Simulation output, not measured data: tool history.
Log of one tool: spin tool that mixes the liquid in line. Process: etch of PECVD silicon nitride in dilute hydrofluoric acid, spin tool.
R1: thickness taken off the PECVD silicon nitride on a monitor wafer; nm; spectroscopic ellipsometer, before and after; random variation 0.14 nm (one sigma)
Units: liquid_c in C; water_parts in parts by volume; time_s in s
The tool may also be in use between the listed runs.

{"run": 1, "hour": 0.0, "liquid_c": 24.0, "water_parts": 50, "time_s": 320, "R1": 13.571}
{"run": 2, "hour": 5.8, "liquid_c": 26.0, "water_parts": 45, "time_s": 320, "R1": 17.286}
{"run": 3, "hour": 12.1, "liquid_c": 26.0, "water_parts": 45, "time_s": 340, "R1": 18.409}
{"run": 4, "hour": 18.3, "liquid_c": 27.5, "water_parts": 45, "time_s": 340, "R1": 20.331}
{"run": 5, "hour": 25.8, "liquid_c": 28.5, "water_parts": 45, "time_s": 340, "R1": 21.693}
{"run": 6, "hour": 33.8, "liquid_c": 29.5, "water_parts": 45, "time_s": 340, "R1": 23.096}

Forecast run 7:
{"run": 7, "hour": 36.7, "liquid_c": 30.0, "water_parts": 45, "time_s": 340, "R1": "?"}

{"run 7": {"R1": 23.684}}
